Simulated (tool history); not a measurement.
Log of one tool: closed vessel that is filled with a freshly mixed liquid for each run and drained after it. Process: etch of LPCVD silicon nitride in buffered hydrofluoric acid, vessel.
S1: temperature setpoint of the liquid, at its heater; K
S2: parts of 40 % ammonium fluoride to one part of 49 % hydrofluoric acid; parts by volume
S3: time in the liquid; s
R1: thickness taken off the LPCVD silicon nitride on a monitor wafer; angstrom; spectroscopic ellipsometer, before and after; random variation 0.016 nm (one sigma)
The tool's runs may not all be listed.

Run 1, hour 0.0: S1 298.15 K, S2 20.0 parts by volume, S3 365 s. Result: R1 30.699 angstrom.
Run 2, hour 5.5: S1 300.65 K, S2 20.0 parts by volume, S3 365 s. Result: R1 35.173 angstrom.
Run 3, hour 8.0: S1 300.65 K, S2 20.0 parts by volume, S3 365 s. Result: R1 34.906 angstrom.
Run 4, hour 9.3: S1 300.65 K, S2 20.0 parts by volume, S3 280 s. Result: R1 27.034 angstrom.
Run 5, hour 11.7: S1 303.65 K, S2 20.0 parts by volume, S3 280 s. Result: R1 31.601 angstrom.
Run 6, hour 14.3: S1 304.15 K, S2 18.0 parts by volume, S3 280 s. Result: R1 35.808 angstrom.
Run 7, hour 19.3: S1 304.15 K, S2 17.0 parts by volume, S3 280 s. Result: R1 37.820 angstrom.
Run 8, hour 20.7: S1 304.15 K, S2 16.0 parts by volume, S3 280 s. Result: R1 40.446 angstrom.
Run 9, hour 24.0: S1 304.15 K, S2 15.5 parts by volume, S3 280 s. Result: R1 41.589 angstrom.

The next listed run, before its measurement:
Run 10, hour 33.4: S1 304.15 K, S2 15.0 parts by volume, S3 280 s. Result: R1 ?.

{"run 10": {"R1": 42.814}}

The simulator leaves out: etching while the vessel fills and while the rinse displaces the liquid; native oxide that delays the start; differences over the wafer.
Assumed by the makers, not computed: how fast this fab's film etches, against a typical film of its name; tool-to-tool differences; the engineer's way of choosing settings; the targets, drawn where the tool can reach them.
